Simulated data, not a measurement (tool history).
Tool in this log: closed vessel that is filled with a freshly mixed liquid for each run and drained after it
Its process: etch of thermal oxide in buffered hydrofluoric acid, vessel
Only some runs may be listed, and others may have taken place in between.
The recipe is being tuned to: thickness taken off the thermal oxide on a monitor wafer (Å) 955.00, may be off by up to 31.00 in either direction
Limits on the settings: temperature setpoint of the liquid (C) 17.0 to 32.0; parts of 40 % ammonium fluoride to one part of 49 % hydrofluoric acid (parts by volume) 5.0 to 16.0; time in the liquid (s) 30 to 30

run    day  temperature setpoint of the liquid (C)  parts of 40 % ammonium fluoride to one part of 49 % hydrofluoric acid (parts by volume)  time in the liquid (s)  thickness taken off the thermal oxide on a monitor wafer (Å)
  1  0.000                                    24.0                                                                                      9.5                      30                                                        405.58
  2  0.104                                    24.0                                                                                     11.5                      30                                                        340.71
  3  0.242                                    24.0                                                                                     11.5                      30                                                        345.46
  4  0.542                                    26.0                                                                                      9.5                      30                                                        445.13
  5  0.671                                    27.5                                                                                      8.5                      30                                                        539.98
  6  0.771                                    24.5                                                                                      8.5                      30                                                        455.24
  7  0.958                                    26.5                                                                                      7.5                      30                                                        586.70
  8  1.017                                    28.0                                                                                      7.0                      30                                                        677.07
  9  1.321                                    29.0                                                                                      6.5                      30                                                        758.31
 10  1.375                                    32.0                                                                                      5.5                      30                                                       1024.20
 11  1.517                                    31.5                                                                                      5.5                      30                                                       1008.20

Which one of the following 4 next-run settings gets every result inside its allowed miss? There is exactly one.
  A  1.658                                    31.5                                                                                      5.0                      30                                                             ?
  B  1.658                                    30.5                                                                                      5.0                      30                                                             ?
  C  1.658                                    31.0                                                                                      5.0                      30                                                             ?
  D  1.658                                    32.0                                                                                      6.0                      30                                                             ?

move  thickness taken off the thermal oxide on a monitor wafer (Å)
   A                                                       1082.10
   B                                                       1027.30
   C                                                       1054.40
   D                                                        952.12
A: lands further from the targets than the last run did
B: lands further from the targets than the last run did
C: lands further from the targets than the last run did
D: each result inside its tolerance
Go with D: it meets all targets.
